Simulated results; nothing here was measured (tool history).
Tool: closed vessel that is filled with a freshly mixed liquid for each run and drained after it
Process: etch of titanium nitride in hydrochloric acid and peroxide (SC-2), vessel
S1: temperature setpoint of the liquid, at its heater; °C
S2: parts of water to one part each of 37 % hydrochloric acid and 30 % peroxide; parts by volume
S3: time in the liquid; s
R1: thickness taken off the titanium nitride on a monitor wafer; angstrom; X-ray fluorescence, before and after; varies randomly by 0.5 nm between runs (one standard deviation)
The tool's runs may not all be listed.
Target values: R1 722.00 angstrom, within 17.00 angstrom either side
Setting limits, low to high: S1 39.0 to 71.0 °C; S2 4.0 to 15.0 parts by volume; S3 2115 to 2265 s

{"run": 1, "hour": 0.0, "S1": 55.0, "S2": 8.5, "S3": 2115, "R1": 531.28}
{"run": 2, "hour": 7.1, "S1": 55.0, "S2": 8.5, "S3": 2115, "R1": 528.69}
{"run": 3, "hour": 12.8, "S1": 56.0, "S2": 8.5, "S3": 2115, "R1": 566.78}
{"run": 4, "hour": 17.2, "S1": 56.0, "S2": 5.5, "S3": 2115, "R1": 794.49}
{"run": 5, "hour": 20.5, "S1": 56.0, "S2": 4.0, "S3": 2115, "R1": 990.98}
{"run": 6, "hour": 24.7, "S1": 56.0, "S2": 4.0, "S3": 2115, "R1": 996.83}
{"run": 7, "hour": 28.6, "S1": 50.0, "S2": 4.0, "S3": 2115, "R1": 670.87}
{"run": 8, "hour": 31.5, "S1": 50.5, "S2": 4.0, "S3": 2115, "R1": 685.5}

Pick the move, out of 4, that brings all results within their allowed miss; only one does.
{"run": "A", "hour": 34.4, "S1": 51.5, "S2": 5.0, "S3": 2215, "R1": "?"}
{"run": "B", "hour": 34.4, "S1": 55.5, "S2": 6.0, "S3": 2135, "R1": "?"}
{"run": "C", "hour": 34.4, "S1": 50.5, "S2": 4.5, "S3": 2225, "R1": "?"}
{"run": "D", "hour": 34.4, "S1": 50.5, "S2": 4.5, "S3": 2265, "R1": "?"}

move=A R1=664.25
move=B R1=727.32
move=C R1=672.50
move=D R1=684.59
A: further off than the last run
B: each result inside its tolerance
C: further off than the last run
D: no better and no worse than the last run
So the answer is move B, the one that meets all the targets.
